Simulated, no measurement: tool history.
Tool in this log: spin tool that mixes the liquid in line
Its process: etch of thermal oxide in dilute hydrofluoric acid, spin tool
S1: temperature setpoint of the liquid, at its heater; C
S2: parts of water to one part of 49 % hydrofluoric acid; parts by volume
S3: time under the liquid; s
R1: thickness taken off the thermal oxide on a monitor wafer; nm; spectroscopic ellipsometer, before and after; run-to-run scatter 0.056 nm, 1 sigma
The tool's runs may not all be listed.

{"run": 1, "hour": 0.0, "S1": 23.0, "S2": 245, "S3": 310, "R1": 4.6973}
{"run": 2, "hour": 2.7, "S1": 23.0, "S2": 245, "S3": 310, "R1": 4.714}
{"run": 3, "hour": 5.8, "S1": 23.0, "S2": 245, "S3": 330, "R1": 5.0105}
{"run": 4, "hour": 9.3, "S1": 19.5, "S2": 245, "S3": 330, "R1": 4.3486}
{"run": 5, "hour": 15.0, "S1": 19.5, "S2": 185, "S3": 330, "R1": 6.1777}
{"run": 6, "hour": 20.9, "S1": 19.5, "S2": 255, "S3": 330, "R1": 4.1764}
{"run": 7, "hour": 25.2, "S1": 23.0, "S2": 250, "S3": 330, "R1": 4.919}

Run 8, settings as shown, results not yet in. Your forecast:
{"run": 8, "hour": 32.1, "S1": 27.0, "S2": 230, "S3": 330, "R1": "?"}

{"run 8": {"R1": 6.2202}}
